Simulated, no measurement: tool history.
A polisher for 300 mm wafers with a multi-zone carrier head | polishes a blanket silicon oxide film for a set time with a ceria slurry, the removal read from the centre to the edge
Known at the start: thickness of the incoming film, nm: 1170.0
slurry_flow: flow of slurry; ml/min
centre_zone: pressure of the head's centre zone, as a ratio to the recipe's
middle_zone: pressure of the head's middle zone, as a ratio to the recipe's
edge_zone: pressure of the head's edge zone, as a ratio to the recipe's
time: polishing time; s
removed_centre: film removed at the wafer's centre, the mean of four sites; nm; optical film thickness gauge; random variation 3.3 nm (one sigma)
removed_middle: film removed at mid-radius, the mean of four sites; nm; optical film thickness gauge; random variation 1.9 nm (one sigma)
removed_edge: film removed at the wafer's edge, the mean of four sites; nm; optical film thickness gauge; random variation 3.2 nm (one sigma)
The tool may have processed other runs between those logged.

Run 1, hour 0: slurry_flow 260 ml/min, centre_zone 1, middle_zone 1, edge_zone 1, time 67 s. Result: removed_centre 297.28 nm, removed_middle 304.61 nm, removed_edge 310.92 nm.
Run 2, hour 4.3: slurry_flow 260 ml/min, centre_zone 1, middle_zone 1.04, edge_zone 1, time 67 s. Result: removed_centre 298 nm, removed_middle 320.55 nm, removed_edge 310.17 nm.
Run 3, hour 6.1: slurry_flow 260 ml/min, centre_zone 1, middle_zone 1.04, edge_zone 0.91, time 67 s. Result: removed_centre 306.45 nm, removed_middle 321.45 nm, removed_edge 297.84 nm.
Run 4, hour 14.6: slurry_flow 260 ml/min, centre_zone 1, middle_zone 1.04, edge_zone 0.91, time 56 s. Result: removed_centre 248.62 nm, removed_middle 269.36 nm, removed_edge 245.24 nm.
Run 5, hour 21.8: slurry_flow 255 ml/min, centre_zone 1, middle_zone 0.99, edge_zone 0.91, time 55 s. Result: removed_centre 252.42 nm, removed_middle 248.91 nm, removed_edge 238.83 nm.
Run 6, hour 28.8: slurry_flow 255 ml/min, centre_zone 1, middle_zone 0.99, edge_zone 0.99, time 55 s. Result: removed_centre 250.23 nm, removed_middle 252.72 nm, removed_edge 255.86 nm.
Run 7, hour 33.4: slurry_flow 250 ml/min, centre_zone 0.99, middle_zone 0.96, edge_zone 0.97, time 54 s. Result: removed_centre 242.54 nm, removed_middle 237.58 nm, removed_edge 247.95 nm.

Run 8, settings as shown, results not yet in. Your forecast:
Run 8, hour 39.9: slurry_flow 250 ml/min, centre_zone 0.99, middle_zone 0.96, edge_zone 0.97, time 54 s. Result: removed_centre ?, removed_middle ?, removed_edge ?.

{"run 8": {"removed_centre": 239.06, "removed_middle": 240.94, "removed_edge": 237.51}}
